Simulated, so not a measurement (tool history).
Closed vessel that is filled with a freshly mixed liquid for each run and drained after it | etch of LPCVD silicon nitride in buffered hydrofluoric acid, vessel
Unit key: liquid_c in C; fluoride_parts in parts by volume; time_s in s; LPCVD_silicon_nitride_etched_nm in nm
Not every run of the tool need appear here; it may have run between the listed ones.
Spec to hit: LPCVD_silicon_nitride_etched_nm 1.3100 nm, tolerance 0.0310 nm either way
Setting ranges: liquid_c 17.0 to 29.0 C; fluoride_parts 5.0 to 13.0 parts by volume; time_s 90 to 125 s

| run | day | liquid_c | fluoride_parts | time_s | LPCVD_silicon_nitride_etched_nm |
|---|---|---|---|---|---|
| 1 | 0.000 | 21.0 | 8.0 | 125 | 1.9627 |
| 2 | 0.038 | 21.0 | 8.0 | 90 | 1.4264 |
| 3 | 0.321 | 21.0 | 8.0 | 125 | 1.9742 |
| 4 | 0.600 | 21.0 | 8.0 | 125 | 1.9793 |
| 5 | 0.917 | 19.5 | 8.5 | 125 | 1.7039 |
| 6 | 1.208 | 18.5 | 9.0 | 125 | 1.5089 |
| 7 | 1.233 | 18.5 | 9.0 | 125 | 1.5174 |
| 8 | 1.450 | 17.0 | 9.5 | 125 | 1.3228 |
| 9 | 1.679 | 17.5 | 9.5 | 125 | 1.3776 |

Below are 4 possible settings for the next run. Only one of them brings all results inside the allowed miss of their targets. Which is it?
| A | 1.908 | 21.5 | 8.0 | 90 | ? |
| B | 1.908 | 17.0 | 8.5 | 110 | ? |
| C | 1.908 | 17.5 | 9.0 | 120 | ? |
| D | 1.908 | 19.5 | 9.0 | 110 | ? |

| move | LPCVD_silicon_nitride_etched_nm |
|---|---|
| A | 1.4642 |
| B | 1.3011 |
| C | 1.3724 |
| D | 1.4086 |
A: its largest miss is bigger than the last run's
B: all results land within tolerance of their targets
C: closer than the last run, but not yet in spec
D: its largest miss is bigger than the last run's
Go with B: it meets all targets.

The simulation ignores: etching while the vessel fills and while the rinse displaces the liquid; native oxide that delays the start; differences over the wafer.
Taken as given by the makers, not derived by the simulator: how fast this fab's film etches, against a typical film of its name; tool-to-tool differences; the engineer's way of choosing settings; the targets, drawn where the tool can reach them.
